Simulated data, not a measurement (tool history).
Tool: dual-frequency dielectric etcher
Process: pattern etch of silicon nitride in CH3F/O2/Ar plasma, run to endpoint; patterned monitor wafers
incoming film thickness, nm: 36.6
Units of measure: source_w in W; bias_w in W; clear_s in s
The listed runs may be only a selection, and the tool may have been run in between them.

run 1 day=0.000 | source_w=400 bias_w=68 | clear_s=52.095
run 2 day=0.275 | source_w=410 bias_w=69 | clear_s=51.322
run 3 day=0.512 | source_w=340 bias_w=69 | clear_s=55.975
run 4 day=0.625 | source_w=340 bias_w=63 | clear_s=57.644
run 5 day=0.908 | source_w=360 bias_w=64 | clear_s=55.888
run 6 day=1.033 | source_w=360 bias_w=54 | clear_s=59.962

The next listed run, before its measurement:
run 7 day=1.392 | source_w=380 bias_w=56 | clear_s=?

clear_s: 57.915 s

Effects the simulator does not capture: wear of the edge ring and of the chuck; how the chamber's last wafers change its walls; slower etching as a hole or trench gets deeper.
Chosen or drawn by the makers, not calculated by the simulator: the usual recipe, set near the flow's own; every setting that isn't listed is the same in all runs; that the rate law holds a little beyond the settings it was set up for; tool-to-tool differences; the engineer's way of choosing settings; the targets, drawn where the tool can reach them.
